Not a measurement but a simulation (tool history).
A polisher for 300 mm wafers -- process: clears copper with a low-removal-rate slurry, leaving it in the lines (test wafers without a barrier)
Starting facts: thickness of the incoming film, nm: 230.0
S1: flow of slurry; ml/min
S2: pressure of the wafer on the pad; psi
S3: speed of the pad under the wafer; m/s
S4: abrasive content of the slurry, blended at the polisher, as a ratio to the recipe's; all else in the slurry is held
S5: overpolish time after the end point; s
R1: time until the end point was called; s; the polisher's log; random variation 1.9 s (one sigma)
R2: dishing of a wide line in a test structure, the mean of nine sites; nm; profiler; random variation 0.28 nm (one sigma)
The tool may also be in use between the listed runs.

| run | hour | S1 | S2 | S3 | S4 | S5 | R1 | R2 |
|---|---|---|---|---|---|---|---|---|
| 1 | 0 | 215 | 2.4 | 1.02 | 1 | 17 | 108.29 | 31.738 |
| 2 | 0.6 | 215 | 2.4 | 1.02 | 1.1 | 17 | 104.92 | 32.328 |
| 3 | 7 | 220 | 2.4 | 1.02 | 1.1 | 16 | 106.06 | 30.285 |
| 4 | 10.5 | 220 | 2.4 | 1.02 | 1.1 | 15 | 102.27 | 28.046 |
| 5 | 18.7 | 220 | 2.4 | 0.88 | 1.1 | 15 | 122.51 | 24.694 |
| 6 | 22.7 | 220 | 2.8 | 0.88 | 1.1 | 15 | 109.79 | 28.029 |
| 7 | 30 | 220 | 2.8 | 0.88 | 1.1 | 15 | 111.88 | 27.812 |

Forecast run 8:
| 8 | 33.4 | 225 | 2.8 | 0.88 | 1.1 | 14 | ? | ? |

{"run 8": {"R1": 108.68, "R2": 26.15}}
